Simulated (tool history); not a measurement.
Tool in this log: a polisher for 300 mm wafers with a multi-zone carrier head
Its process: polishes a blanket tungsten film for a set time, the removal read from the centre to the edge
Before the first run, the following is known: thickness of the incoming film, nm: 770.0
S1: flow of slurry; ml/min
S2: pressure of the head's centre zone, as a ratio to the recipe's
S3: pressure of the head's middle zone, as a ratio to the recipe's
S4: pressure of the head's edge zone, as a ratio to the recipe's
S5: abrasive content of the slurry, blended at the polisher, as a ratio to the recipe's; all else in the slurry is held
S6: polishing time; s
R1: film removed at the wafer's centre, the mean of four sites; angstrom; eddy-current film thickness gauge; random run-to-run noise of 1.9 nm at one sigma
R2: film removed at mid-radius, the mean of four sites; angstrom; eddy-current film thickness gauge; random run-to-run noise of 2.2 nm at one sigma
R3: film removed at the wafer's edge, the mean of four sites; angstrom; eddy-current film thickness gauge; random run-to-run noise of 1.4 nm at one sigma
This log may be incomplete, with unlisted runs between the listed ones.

run    day   S1    S2    S3    S4    S5  S6      R1      R2      R3
  1      0  190     1     1     1     1  42  2816.6  2958.4  2852.2
  2  0.329  190  0.93     1     1     1  42  2668.3  2992.6    2859
  3   0.65  185  0.95  0.97  0.99  0.95  42  2677.6  2829.4    2789
  4  0.854  180  0.95  0.95  0.97   0.9  42  2605.2  2712.1  2720.6
  5  0.983  180  0.95  0.88  0.97   0.9  42  2623.3  2558.6  2725.2
  6  1.333  180  0.95  0.88  0.97   0.8  42  2524.3  2465.3  2666.7
  7  1.417  175  0.96  0.87  0.95  0.75  42  2499.5  2409.3  2612.7
  8  1.542  170  0.98  0.86  0.93   0.7  42  2487.3  2317.4  2520.9
  9  1.738  165  0.99  0.85  0.92   0.7  42  2486.7    2284  2481.2

Forecast run 10:
 10  1.867  160   1  0.84  0.91  0.7  42   ?   ?   ?

Run 10 gave R1 2485.3 angstrom, R2 2223.2 angstrom, R3 2447.9 angstrom.
